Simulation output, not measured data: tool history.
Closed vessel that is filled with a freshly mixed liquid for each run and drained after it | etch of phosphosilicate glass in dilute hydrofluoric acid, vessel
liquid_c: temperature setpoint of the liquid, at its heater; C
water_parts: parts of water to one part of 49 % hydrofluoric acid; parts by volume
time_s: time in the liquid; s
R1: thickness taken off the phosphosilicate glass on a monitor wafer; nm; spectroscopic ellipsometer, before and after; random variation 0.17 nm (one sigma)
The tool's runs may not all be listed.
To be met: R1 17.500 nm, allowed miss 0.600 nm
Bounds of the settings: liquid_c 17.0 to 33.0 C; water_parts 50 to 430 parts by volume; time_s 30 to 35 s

run 1 hour=0.0 | liquid_c=25.0 water_parts=240 time_s=35 | R1=25.880
run 2 hour=8.9 | liquid_c=22.0 water_parts=240 time_s=35 | R1=23.268
run 3 hour=13.7 | liquid_c=21.0 water_parts=245 time_s=35 | R1=22.227
run 4 hour=17.2 | liquid_c=19.0 water_parts=245 time_s=35 | R1=20.323
run 5 hour=21.9 | liquid_c=19.0 water_parts=190 time_s=35 | R1=27.400
run 6 hour=23.5 | liquid_c=19.0 water_parts=190 time_s=30 | R1=23.055
run 7 hour=27.5 | liquid_c=18.5 water_parts=205 time_s=30 | R1=20.872
run 8 hour=36.3 | liquid_c=18.0 water_parts=210 time_s=30 | R1=20.336
run 9 hour=44.8 | liquid_c=17.5 water_parts=215 time_s=30 | R1=19.416
run 10 hour=46.1 | liquid_c=17.5 water_parts=220 time_s=30 | R1=18.838

4 next moves are on the table. One of them brings every result within its allowed miss. Which?
run A hour=47.4 | liquid_c=17.0 water_parts=240 time_s=30 | R1=?
run B hour=47.4 | liquid_c=19.5 water_parts=245 time_s=35 | R1=?
run C hour=47.4 | liquid_c=17.0 water_parts=215 time_s=30 | R1=?
run D hour=47.4 | liquid_c=17.5 water_parts=230 time_s=30 | R1=?

move=A R1=16.116
move=B R1=20.185
move=C R1=18.395
move=D R1=17.301
A: takes the result that was furthest off past its target
B: further off than the last run
C: nearer than the last run, and not there yet
D: meets every target
Move D is the one to make.
